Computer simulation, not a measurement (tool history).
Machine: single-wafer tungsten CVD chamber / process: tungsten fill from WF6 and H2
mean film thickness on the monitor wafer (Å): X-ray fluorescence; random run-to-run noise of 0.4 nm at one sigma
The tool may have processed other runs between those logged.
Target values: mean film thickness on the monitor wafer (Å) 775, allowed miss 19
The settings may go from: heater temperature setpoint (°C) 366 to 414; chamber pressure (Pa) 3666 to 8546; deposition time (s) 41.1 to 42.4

run,hour,heater temperature setpoint (°C),chamber pressure (Pa),deposition time (s),mean film thickness on the monitor wafer (Å)
1,0,390,6106,41.1,1226.4
2,3.2,400,6106,41.1,1443.6
3,4.3,395,5973,41.1,1317.3
4,10.8,391,5866,41.1,1220.7
5,16.1,387,5786,41.1,1134.9
6,19.6,384,5720,41.1,1071.6
7,22.8,381,5666,41.1,1012.6
8,31.5,379,5640,41.1,971.46
9,37.4,377,5626,41.1,926.27
10,38,376,5613,41.1,919.45
11,42.7,375,5600,41.1,904.93
12,48.7,374,5586,41.1,884.96

Which of these 4 next moves meets every target?
A,54.7,368,5226,42.1,?
B,54.7,375,5880,42.4,?
C,54.7,380,4880,42.4,?
D,54.7,374,5706,42.4,?

move,mean film thickness on the monitor wafer (Å)
A,780.01
B,951.22
C,940.64
D,919.42
A: all results land within tolerance of their targets
B: its largest miss is bigger than the last run's
C: its largest miss is bigger than the last run's
D: its largest miss is bigger than the last run's
A meets every target.
